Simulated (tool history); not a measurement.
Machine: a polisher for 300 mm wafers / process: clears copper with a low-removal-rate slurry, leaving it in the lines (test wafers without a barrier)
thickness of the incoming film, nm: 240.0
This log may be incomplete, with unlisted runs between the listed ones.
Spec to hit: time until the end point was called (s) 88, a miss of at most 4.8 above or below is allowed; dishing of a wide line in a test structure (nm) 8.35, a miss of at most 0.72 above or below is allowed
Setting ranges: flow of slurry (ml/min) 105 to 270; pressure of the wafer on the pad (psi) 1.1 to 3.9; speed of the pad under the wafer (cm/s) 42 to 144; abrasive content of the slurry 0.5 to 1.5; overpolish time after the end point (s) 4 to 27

| run | hour | flow of slurry (ml/min) | pressure of the wafer on the pad (psi) | speed of the pad under the wafer (cm/s) | abrasive content of the slurry | overpolish time after the end point (s) | time until the end point was called (s) | dishing of a wide line in a test structure (nm) |
|---|---|---|---|---|---|---|---|---|
| 1 | 0 | 175 | 2.5 | 92 | 1 | 14 | 94.107 | 26.296 |
| 2 | 7.6 | 175 | 2.5 | 74 | 1 | 14 | 110.74 | 21.565 |
| 3 | 8.5 | 195 | 2.7 | 66 | 1.1 | 11 | 111.29 | 17.42 |
| 4 | 13.2 | 215 | 2.7 | 66 | 1.1 | 11 | 106.94 | 17.976 |
| 5 | 16.1 | 230 | 2.9 | 60 | 1.2 | 9 | 106.99 | 15.61 |
| 6 | 22.3 | 240 | 3.1 | 54 | 1.3 | 8 | 104.09 | 13.54 |
| 7 | 27 | 220 | 3.3 | 50 | 1.35 | 7 | 104.78 | 12.304 |
| 8 | 30.6 | 210 | 3.5 | 48 | 1.4 | 6 | 96.296 | 11.011 |
| 9 | 31.7 | 160 | 3.9 | 42 | 1.5 | 4 | 96.671 | 7.397 |
| 10 | 34.9 | 160 | 3.9 | 44 | 1.5 | 4 | 96.173 | 7.7653 |
| 11 | 36.2 | 155 | 3.9 | 46 | 1.5 | 4 | 94.499 | 7.9859 |

Which single option among these 5 for the next run brings every result within its allowed miss of target? Just one does.
| A | 37.5 | 120 | 3.9 | 44 | 1.5 | 4 | ? | ? |
| B | 37.5 | 195 | 3.8 | 50 | 1.4 | 5 | ? | ? |
| C | 37.5 | 165 | 3.8 | 42 | 1.5 | 4 | ? | ? |
| D | 37.5 | 140 | 3.9 | 42 | 1.5 | 4 | ? | ? |
| E | 37.5 | 215 | 3 | 70 | 1.5 | 4 | ? | ? |

| move | time until the end point was called (s) | dishing of a wide line in a test structure (nm) |
|---|---|---|
| A | 100.94 | 7.008 |
| B | 91.104 | 9.615 |
| C | 102.64 | 6.8931 |
| D | 102.09 | 6.931 |
| E | 86.896 | 8.0919 |
A: its largest miss is bigger than the last run's
B: gets the furthest-off result to its target, but another result is out of tolerance
C: its largest miss is bigger than the last run's
D: its largest miss is bigger than the last run's
E: every result lands within tolerance
E is the move that brings every result within its allowed miss.
